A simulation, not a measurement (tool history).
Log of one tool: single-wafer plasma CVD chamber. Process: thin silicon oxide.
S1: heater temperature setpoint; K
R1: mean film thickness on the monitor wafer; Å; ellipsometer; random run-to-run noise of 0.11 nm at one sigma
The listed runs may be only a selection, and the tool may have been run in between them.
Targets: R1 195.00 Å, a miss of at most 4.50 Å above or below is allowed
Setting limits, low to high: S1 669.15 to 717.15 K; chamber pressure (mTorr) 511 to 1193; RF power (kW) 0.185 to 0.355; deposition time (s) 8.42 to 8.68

Run 1, hour 0.0: S1 693.15 K, chamber pressure (mTorr) 852, RF power (kW) 0.270, deposition time (s) 8.42. Result: R1 149.44 Å.
Run 2, hour 1.7: S1 693.15 K, chamber pressure (mTorr) 929, RF power (kW) 0.270, deposition time (s) 8.42. Result: R1 160.75 Å.
Run 3, hour 10.2: S1 693.15 K, chamber pressure (mTorr) 988, RF power (kW) 0.270, deposition time (s) 8.42. Result: R1 169.72 Å.
Run 4, hour 15.1: S1 693.15 K, chamber pressure (mTorr) 988, RF power (kW) 0.250, deposition time (s) 8.42. Result: R1 163.30 Å.
Run 5, hour 21.0: S1 693.15 K, chamber pressure (mTorr) 1044, RF power (kW) 0.250, deposition time (s) 8.42. Result: R1 169.64 Å.
Run 6, hour 23.9: S1 697.15 K, chamber pressure (mTorr) 1044, RF power (kW) 0.250, deposition time (s) 8.42. Result: R1 169.47 Å.
Run 7, hour 31.4: S1 697.15 K, chamber pressure (mTorr) 1091, RF power (kW) 0.250, deposition time (s) 8.42. Result: R1 173.63 Å.
Run 8, hour 39.7: S1 694.15 K, chamber pressure (mTorr) 1123, RF power (kW) 0.250, deposition time (s) 8.42. Result: R1 178.07 Å.
Run 9, hour 47.5: S1 694.15 K, chamber pressure (mTorr) 1143, RF power (kW) 0.255, deposition time (s) 8.44. Result: R1 183.07 Å.
Run 10, hour 56.1: S1 694.15 K, chamber pressure (mTorr) 1158, RF power (kW) 0.260, deposition time (s) 8.46. Result: R1 187.32 Å.
Run 11, hour 64.9: S1 694.15 K, chamber pressure (mTorr) 1169, RF power (kW) 0.260, deposition time (s) 8.47. Result: R1 186.82 Å.
Run 12, hour 71.5: S1 694.15 K, chamber pressure (mTorr) 1176, RF power (kW) 0.265, deposition time (s) 8.50. Result: R1 187.92 Å.

Consider the 5 candidate settings below. Which is the only one whose results all fall within their allowed miss of target?
Run A, hour 78.1: S1 693.15 K, chamber pressure (mTorr) 1011, RF power (kW) 0.300, deposition time (s) 8.42. Result: R1 ?.
Run B, hour 78.1: S1 681.15 K, chamber pressure (mTorr) 1173, RF power (kW) 0.240, deposition time (s) 8.68. Result: R1 ?.
Run C, hour 78.1: S1 685.15 K, chamber pressure (mTorr) 1015, RF power (kW) 0.305, deposition time (s) 8.42. Result: R1 ?.
Run D, hour 78.1: S1 696.15 K, chamber pressure (mTorr) 1115, RF power (kW) 0.280, deposition time (s) 8.42. Result: R1 ?.
Run E, hour 78.1: S1 673.15 K, chamber pressure (mTorr) 1166, RF power (kW) 0.260, deposition time (s) 8.68. Result: R1 ?.

move      R1
   A  180.76
   B  187.31
   C  183.34
   D  187.18
   E  194.81
A: the biggest miss grows against the last run
B: the biggest miss grows against the last run
C: the biggest miss grows against the last run
D: the biggest miss grows against the last run
E: hits every target within its allowed miss
Answer: E

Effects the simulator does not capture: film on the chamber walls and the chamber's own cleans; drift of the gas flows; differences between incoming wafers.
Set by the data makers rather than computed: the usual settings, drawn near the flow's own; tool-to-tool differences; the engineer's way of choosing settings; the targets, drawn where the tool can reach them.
